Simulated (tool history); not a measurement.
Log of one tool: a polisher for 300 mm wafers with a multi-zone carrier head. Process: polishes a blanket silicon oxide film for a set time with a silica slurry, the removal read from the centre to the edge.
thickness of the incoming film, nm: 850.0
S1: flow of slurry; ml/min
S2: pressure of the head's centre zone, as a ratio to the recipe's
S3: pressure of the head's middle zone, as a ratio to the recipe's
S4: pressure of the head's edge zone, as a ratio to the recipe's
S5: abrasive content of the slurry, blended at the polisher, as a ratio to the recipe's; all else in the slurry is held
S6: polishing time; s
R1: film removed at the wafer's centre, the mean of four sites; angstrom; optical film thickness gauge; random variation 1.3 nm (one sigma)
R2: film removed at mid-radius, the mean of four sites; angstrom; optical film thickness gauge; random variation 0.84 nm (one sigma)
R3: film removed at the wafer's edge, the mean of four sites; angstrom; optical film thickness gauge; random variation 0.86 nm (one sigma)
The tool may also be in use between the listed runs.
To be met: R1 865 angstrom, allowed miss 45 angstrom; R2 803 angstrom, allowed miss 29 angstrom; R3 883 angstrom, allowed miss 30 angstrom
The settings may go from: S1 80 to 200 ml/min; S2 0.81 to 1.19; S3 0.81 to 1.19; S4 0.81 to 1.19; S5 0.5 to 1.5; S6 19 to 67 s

{"run": 1, "hour": 0.0, "S1": 130, "S2": 1, "S3": 1, "S4": 1, "S5": 1, "S6": 43, "R1": 1241.3, "R2": 1274.8, "R3": 1247.2}
{"run": 2, "hour": 5.7, "S1": 130, "S2": 1, "S3": 1, "S4": 0.94, "S5": 1, "S6": 43, "R1": 1250, "R2": 1253.8, "R3": 1215.3}
{"run": 3, "hour": 7.7, "S1": 130, "S2": 1, "S3": 1, "S4": 0.94, "S5": 0.8, "S6": 43, "R1": 1117.1, "R2": 1126.3, "R3": 1079}
{"run": 4, "hour": 8.7, "S1": 130, "S2": 1, "S3": 1, "S4": 0.94, "S5": 0.9, "S6": 43, "R1": 1184.9, "R2": 1189.7, "R3": 1163.6}
{"run": 5, "hour": 17.5, "S1": 130, "S2": 1, "S3": 1.03, "S4": 0.94, "S5": 0.9, "S6": 43, "R1": 1162, "R2": 1212.3, "R3": 1141.5}
{"run": 6, "hour": 26.1, "S1": 130, "S2": 1, "S3": 1.03, "S4": 0.94, "S5": 0.75, "S6": 43, "R1": 1030.5, "R2": 1105, "R3": 1014.3}
{"run": 7, "hour": 32.6, "S1": 120, "S2": 0.99, "S3": 0.97, "S4": 0.94, "S5": 0.65, "S6": 43, "R1": 943.16, "R2": 919.03, "R3": 917.7}
{"run": 8, "hour": 37.7, "S1": 110, "S2": 0.98, "S3": 0.95, "S4": 0.95, "S5": 0.65, "S6": 43, "R1": 903.58, "R2": 878.97, "R3": 907.78}
{"run": 9, "hour": 41.2, "S1": 105, "S2": 0.98, "S3": 0.94, "S4": 0.95, "S5": 0.65, "S6": 43, "R1": 902.06, "R2": 868.1, "R3": 900.05}
{"run": 10, "hour": 43.1, "S1": 100, "S2": 0.98, "S3": 0.93, "S4": 0.96, "S5": 0.65, "S6": 43, "R1": 867.79, "R2": 851.33, "R3": 883.04}
{"run": 11, "hour": 45.0, "S1": 90, "S2": 1.01, "S3": 0.86, "S4": 0.99, "S5": 0.7, "S6": 43, "R1": 899.84, "R2": 806.95, "R3": 955}
{"run": 12, "hour": 53.2, "S1": 85, "S2": 1, "S3": 0.89, "S4": 0.92, "S5": 0.65, "S6": 43, "R1": 827.08, "R2": 769.26, "R3": 850.17}

4 next moves are on the table. One of them brings every result within its allowed miss. Which?
{"run": "A", "hour": 61.4, "S1": 80, "S2": 0.93, "S3": 0.82, "S4": 0.9, "S5": 0.95, "S6": 39, "R1": "?", "R2": "?", "R3": "?"}
{"run": "B", "hour": 61.4, "S1": 120, "S2": 1, "S3": 0.83, "S4": 0.88, "S5": 0.55, "S6": 45, "R1": "?", "R2": "?", "R3": "?"}
{"run": "C", "hour": 61.4, "S1": 85, "S2": 1.03, "S3": 0.92, "S4": 0.99, "S5": 0.6, "S6": 46, "R1": "?", "R2": "?", "R3": "?"}
{"run": "D", "hour": 61.4, "S1": 85, "S2": 0.95, "S3": 0.96, "S4": 0.94, "S5": 0.6, "S6": 44, "R1": "?", "R2": "?", "R3": "?"}

move=A R1=905.57 R2=806.1 R3=966.82
move=B R1=888.45 R2=736.09 R3=831.02
move=C R1=888.66 R2=793.4 R3=897.46
move=D R1=793.67 R2=786.72 R3=837.13
A: brings the result that was furthest off to its target, and leaves another outside
B: further off than the last run
C: meets every target
D: brings the result that was furthest off to its target, and leaves another outside
Move C is the one to make.

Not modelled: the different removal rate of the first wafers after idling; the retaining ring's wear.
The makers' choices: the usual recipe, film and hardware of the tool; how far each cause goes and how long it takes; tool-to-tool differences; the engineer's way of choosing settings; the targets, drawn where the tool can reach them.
